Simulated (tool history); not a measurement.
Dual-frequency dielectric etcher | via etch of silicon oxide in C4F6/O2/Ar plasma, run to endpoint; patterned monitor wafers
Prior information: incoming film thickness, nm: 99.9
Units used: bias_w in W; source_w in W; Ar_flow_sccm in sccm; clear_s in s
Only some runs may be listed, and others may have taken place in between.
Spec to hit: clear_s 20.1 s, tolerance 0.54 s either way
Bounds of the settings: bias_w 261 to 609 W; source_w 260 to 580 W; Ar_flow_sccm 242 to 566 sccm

run,hour,bias_w,source_w,Ar_flow_sccm,clear_s
1,0,435,420,404,22.747
2,0.5,374,420,404,24.513
3,7.7,390,420,403,23.591
4,13.9,405,420,402,23.479
5,17.6,419,420,401,23.034
6,18.3,431,420,400,22.867
7,24.1,443,420,399,22.381
8,25,452,420,398,22.236
9,28.2,452,420,398,22.444

Pick the move, out of 5, that brings all results within their allowed miss; only one does.
A,31.4,405,390,388,?
B,31.4,354,340,461,?
C,31.4,400,340,385,?
D,31.4,544,470,384,?
E,31.4,370,300,381,?

move,clear_s
A,24.058
B,26.976
C,25.465
D,20.045
E,27.492
A: lands further from the targets than the last run did
B: lands further from the targets than the last run did
C: lands further from the targets than the last run did
D: every result lands within tolerance
E: lands further from the targets than the last run did
The move that meets every target is D.

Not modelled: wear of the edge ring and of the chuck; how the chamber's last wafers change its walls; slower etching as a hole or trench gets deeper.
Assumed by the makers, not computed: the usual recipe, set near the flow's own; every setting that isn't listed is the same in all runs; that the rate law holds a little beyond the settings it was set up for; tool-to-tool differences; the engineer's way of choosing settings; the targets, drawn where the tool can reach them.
